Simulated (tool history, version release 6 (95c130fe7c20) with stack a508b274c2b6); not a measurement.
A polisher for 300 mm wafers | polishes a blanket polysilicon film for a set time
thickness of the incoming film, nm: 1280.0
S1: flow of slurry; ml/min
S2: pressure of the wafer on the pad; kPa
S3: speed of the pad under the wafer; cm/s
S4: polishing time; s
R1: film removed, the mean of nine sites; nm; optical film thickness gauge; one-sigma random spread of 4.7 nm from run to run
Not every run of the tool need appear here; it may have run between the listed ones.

| run | day | S1 | S2 | S3 | S4 | R1 |
|---|---|---|---|---|---|---|
| 1 | 0 | 265 | 13.8 | 128 | 55 | 490.23 |
| 2 | 0.338 | 220 | 13.8 | 128 | 55 | 487.08 |
| 3 | 0.392 | 160 | 13.8 | 128 | 55 | 469.12 |
| 4 | 0.462 | 160 | 13.8 | 128 | 55 | 471.47 |
| 5 | 0.583 | 160 | 13.1 | 128 | 55 | 456.41 |
| 6 | 0.717 | 160 | 13.1 | 128 | 58 | 482.03 |

The next listed run, before its measurement:
| 7 | 0.838 | 160 | 12.4 | 128 | 58 | ? |

Run 7 measured R1 453.85 nm.

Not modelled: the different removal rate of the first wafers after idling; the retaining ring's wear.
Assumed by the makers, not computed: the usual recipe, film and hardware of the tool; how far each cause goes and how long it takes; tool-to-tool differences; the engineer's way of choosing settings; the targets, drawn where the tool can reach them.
